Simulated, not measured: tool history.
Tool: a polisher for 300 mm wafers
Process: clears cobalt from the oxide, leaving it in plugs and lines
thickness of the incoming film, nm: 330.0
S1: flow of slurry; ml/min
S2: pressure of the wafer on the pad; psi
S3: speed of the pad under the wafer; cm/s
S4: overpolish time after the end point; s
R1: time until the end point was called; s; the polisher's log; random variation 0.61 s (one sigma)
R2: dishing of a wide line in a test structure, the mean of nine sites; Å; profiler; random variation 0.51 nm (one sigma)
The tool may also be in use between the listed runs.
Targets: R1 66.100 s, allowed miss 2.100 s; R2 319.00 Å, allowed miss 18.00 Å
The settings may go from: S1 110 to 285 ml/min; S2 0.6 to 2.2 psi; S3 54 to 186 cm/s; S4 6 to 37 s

run,hour,S1,S2,S3,S4,R1,R2
1,0.0,180,1.4,118,19,90.005,356.16
2,4.8,185,1.5,118,16,84.602,353.52
3,10.0,185,1.3,118,16,95.823,321.79
4,15.5,160,1.3,118,16,98.561,311.26
5,21.3,160,1.5,120,13,83.803,303.99
6,24.6,175,1.6,120,12,78.096,300.03
7,26.9,185,1.7,120,12,74.156,309.22
8,30.3,185,1.8,120,12,70.133,316.23

5 next moves are on the table. One of them brings every result within its allowed miss. Which?
A,33.7,195,1.5,142,12,?,?
B,33.7,200,1.9,110,12,?,?
C,33.7,175,1.8,130,9,?,?
D,33.7,155,2.1,112,11,?,?
E,33.7,195,1.6,130,12,?,?

move,R1,R2
A,70.314,311.36
B,72.647,306.17
C,65.862,275.01
D,67.100,304.72
E,72.341,306.84
A: as far off as the last run
B: further off than the last run
C: brings the result that was furthest off to its target, and leaves another outside
D: meets every target
E: further off than the last run
Answer: D

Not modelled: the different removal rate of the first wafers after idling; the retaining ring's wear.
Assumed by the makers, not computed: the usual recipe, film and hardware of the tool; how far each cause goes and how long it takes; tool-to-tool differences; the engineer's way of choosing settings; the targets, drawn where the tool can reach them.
